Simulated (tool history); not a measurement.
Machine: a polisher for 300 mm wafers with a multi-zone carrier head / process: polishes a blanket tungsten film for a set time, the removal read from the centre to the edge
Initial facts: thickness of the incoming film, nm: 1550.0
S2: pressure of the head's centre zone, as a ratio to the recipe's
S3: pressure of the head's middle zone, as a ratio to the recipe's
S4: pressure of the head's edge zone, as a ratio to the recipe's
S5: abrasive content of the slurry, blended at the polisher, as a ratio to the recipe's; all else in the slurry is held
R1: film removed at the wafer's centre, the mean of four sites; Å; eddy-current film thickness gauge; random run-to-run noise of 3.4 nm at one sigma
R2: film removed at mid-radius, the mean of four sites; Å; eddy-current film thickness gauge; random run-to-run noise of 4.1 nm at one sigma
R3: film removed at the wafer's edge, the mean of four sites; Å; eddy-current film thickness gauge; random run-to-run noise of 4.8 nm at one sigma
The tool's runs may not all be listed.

{"run": 1, "hour": 0.0, "flow of slurry (ml/min)": 220, "S2": 1, "S3": 1, "S4": 1, "S5": 1, "polishing time (s)": 73, "R1": 3605.2, "R2": 3586.2, "R3": 3759.8}
{"run": 2, "hour": 8.6, "flow of slurry (ml/min)": 230, "S2": 1.01, "S3": 1.03, "S4": 1.03, "S5": 1.05, "polishing time (s)": 73, "R1": 3822.3, "R2": 3733.8, "R3": 3929.2}
{"run": 3, "hour": 13.2, "flow of slurry (ml/min)": 200, "S2": 1.01, "S3": 1.03, "S4": 1.03, "S5": 1.05, "polishing time (s)": 73, "R1": 3698.9, "R2": 3662.2, "R3": 3862.6}
{"run": 4, "hour": 18.2, "flow of slurry (ml/min)": 200, "S2": 1.01, "S3": 1.09, "S4": 1.03, "S5": 1.05, "polishing time (s)": 73, "R1": 3743.7, "R2": 3791.3, "R3": 3826.1}
{"run": 5, "hour": 24.9, "flow of slurry (ml/min)": 220, "S2": 1, "S3": 1.11, "S4": 1.05, "S5": 1.05, "polishing time (s)": 73, "R1": 3754.4, "R2": 3893.4, "R3": 3903.4}
{"run": 6, "hour": 30.0, "flow of slurry (ml/min)": 220, "S2": 1, "S3": 1.11, "S4": 0.98, "S5": 1.05, "polishing time (s)": 73, "R1": 3757.6, "R2": 3956.8, "R3": 3847.6}
{"run": 7, "hour": 33.1, "flow of slurry (ml/min)": 235, "S2": 1, "S3": 1.12, "S4": 1, "S5": 1.1, "polishing time (s)": 73, "R1": 3820.4, "R2": 3974.2, "R3": 3922}
{"run": 8, "hour": 39.8, "flow of slurry (ml/min)": 240, "S2": 1, "S3": 1.14, "S4": 1.01, "S5": 1.15, "polishing time (s)": 73, "R1": 3894.9, "R2": 4132.9, "R3": 3990.6}

Run 9, settings as shown, results not yet in. Your forecast:
{"run": 9, "hour": 47.5, "flow of slurry (ml/min)": 250, "S2": 1, "S3": 1.14, "S4": 1.03, "S5": 1.2, "polishing time (s)": 73, "R1": "?", "R2": "?", "R3": "?"}

{"run 9": {"R1": 3910.4, "R2": 4132.9, "R3": 4052.2}}
